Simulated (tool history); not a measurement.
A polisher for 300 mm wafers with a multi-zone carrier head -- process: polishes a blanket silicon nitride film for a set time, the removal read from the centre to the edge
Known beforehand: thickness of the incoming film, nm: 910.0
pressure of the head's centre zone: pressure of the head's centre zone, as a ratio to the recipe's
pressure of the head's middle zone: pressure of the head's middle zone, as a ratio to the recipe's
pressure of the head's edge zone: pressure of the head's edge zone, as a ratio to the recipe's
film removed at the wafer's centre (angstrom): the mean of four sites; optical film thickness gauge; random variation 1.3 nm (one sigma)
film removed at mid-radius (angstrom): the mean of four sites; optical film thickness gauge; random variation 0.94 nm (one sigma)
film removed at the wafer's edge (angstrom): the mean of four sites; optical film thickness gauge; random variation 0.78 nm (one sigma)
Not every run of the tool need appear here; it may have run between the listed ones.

run,hour,flow of slurry (ml/min),pressure of the head's centre zone,pressure of the head's middle zone,pressure of the head's edge zone,polishing time (s),film removed at the wafer's centre (angstrom),film removed at mid-radius (angstrom),film removed at the wafer's edge (angstrom)
1,0,210,1,1,1,62,1034.5,1053,1017.7
2,6.6,210,1,1,1,52,875.1,879.68,867.85
3,7.8,245,1,1,1,52,892.46,895.29,871.19
4,12.6,230,0.97,0.99,1.04,57,904.46,973.58,967.26
5,14.4,230,0.97,0.98,1.08,60,974.63,1033.4,1038.6
6,17,230,0.97,1.06,1.08,60,976.7,1068.4,1035.5
7,20.9,230,0.96,1.03,1.11,62,1015.2,1090.4,1098.2
8,25.7,235,0.95,1.02,1.13,63,1021.2,1096.4,1115.1

Estimate the outcome of run 9 from the log above:
9,27.6,235,0.95,1.02,1.13,63,?,?,?

Run 9 yielded film removed at the wafer's centre (angstrom) 1040.1, film removed at mid-radius (angstrom) 1113.7, film removed at the wafer's edge (angstrom) 1116.8.
